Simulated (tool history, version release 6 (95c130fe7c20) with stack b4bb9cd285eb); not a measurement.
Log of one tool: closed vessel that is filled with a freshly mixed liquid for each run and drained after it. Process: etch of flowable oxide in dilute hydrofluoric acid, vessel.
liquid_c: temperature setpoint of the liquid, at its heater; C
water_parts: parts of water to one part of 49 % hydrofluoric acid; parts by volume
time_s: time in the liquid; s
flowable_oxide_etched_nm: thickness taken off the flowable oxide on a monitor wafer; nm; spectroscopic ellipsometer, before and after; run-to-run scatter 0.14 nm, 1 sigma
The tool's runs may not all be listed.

run	hour	liquid_c	water_parts	time_s	flowable_oxide_etched_nm
1	0	22	130	90	22.933
2	2.6	22	130	100	25.531
3	3.8	22	130	100	25.142
4	12.7	22	90	100	38.724
5	14.8	21	100	100	32.726
6	17.7	21	100	90	29.293

Run 7 has not been measured yet. What should we expect?
7	19.2	17	135	90	?

Run 7 yielded flowable_oxide_etched_nm 18.166 nm.
